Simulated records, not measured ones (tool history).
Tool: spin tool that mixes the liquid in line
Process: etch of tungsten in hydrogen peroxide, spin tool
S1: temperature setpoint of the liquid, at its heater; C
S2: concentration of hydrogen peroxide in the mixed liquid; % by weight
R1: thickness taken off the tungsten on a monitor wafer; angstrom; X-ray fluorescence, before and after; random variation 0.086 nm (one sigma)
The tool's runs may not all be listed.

Run 1, day 0.000: S1 58 C, S2 15 % by weight, time under the liquid (s) 20. Result: R1 238.16 angstrom.
Run 2, day 0.342: S1 51 C, S2 15 % by weight, time under the liquid (s) 20. Result: R1 156.41 angstrom.
Run 3, day 0.467: S1 51 C, S2 15 % by weight, time under the liquid (s) 20. Result: R1 156.70 angstrom.
Run 4, day 0.621: S1 45 C, S2 15 % by weight, time under the liquid (s) 20. Result: R1 107.91 angstrom.
Run 5, day 0.779: S1 48 C, S2 15 % by weight, time under the liquid (s) 20. Result: R1 131.03 angstrom.
Run 6, day 0.958: S1 48 C, S2 15 % by weight, time under the liquid (s) 20. Result: R1 130.18 angstrom.

Forecast run 7:
Run 7, day 1.179: S1 50 C, S2 15 % by weight, time under the liquid (s) 20. Result: R1 ?.

Run 7 gave R1 147.65 angstrom.
